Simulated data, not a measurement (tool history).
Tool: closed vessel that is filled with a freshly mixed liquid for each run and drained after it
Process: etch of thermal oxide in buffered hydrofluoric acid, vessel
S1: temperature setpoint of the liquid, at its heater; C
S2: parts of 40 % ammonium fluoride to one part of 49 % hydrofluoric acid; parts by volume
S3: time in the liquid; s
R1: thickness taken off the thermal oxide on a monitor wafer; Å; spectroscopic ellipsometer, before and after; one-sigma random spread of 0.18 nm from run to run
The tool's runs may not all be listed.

run,day,S1,S2,S3,R1
1,0.000,24.0,10.0,35,420.75
2,0.329,23.5,10.0,35,410.67
3,0.612,23.5,9.0,35,443.39
4,0.746,23.5,10.5,35,392.41
5,0.958,23.0,10.5,35,380.16
6,1.017,22.5,10.5,35,372.01
7,1.300,22.0,10.5,35,361.61

Forecast run 8:
8,1.483,21.5,10.5,35,?

R1: 351.55 Å
